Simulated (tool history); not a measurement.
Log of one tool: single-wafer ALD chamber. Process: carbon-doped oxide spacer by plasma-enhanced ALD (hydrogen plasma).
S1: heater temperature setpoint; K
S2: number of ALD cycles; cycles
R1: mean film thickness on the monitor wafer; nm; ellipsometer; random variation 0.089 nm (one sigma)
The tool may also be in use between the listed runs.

Run 1, hour 0: S1 673.15 K, S2 498 cycles. Result: R1 23.014 nm.
Run 2, hour 4.1: S1 680.15 K, S2 498 cycles. Result: R1 22.565 nm.
Run 3, hour 10.5: S1 675.15 K, S2 522 cycles. Result: R1 24.201 nm.
Run 4, hour 20.2: S1 675.15 K, S2 488 cycles. Result: R1 22.408 nm.
Run 5, hour 26.7: S1 671.15 K, S2 512 cycles. Result: R1 23.676 nm.
Run 6, hour 35.4: S1 662.15 K, S2 512 cycles. Result: R1 23.807 nm.
Run 7, hour 44.8: S1 662.15 K, S2 533 cycles. Result: R1 24.708 nm.

The next listed run, before its measurement:
Run 8, hour 51.4: S1 662.15 K, S2 551 cycles. Result: R1 ?.

{"run 8": {"R1": 25.531}}
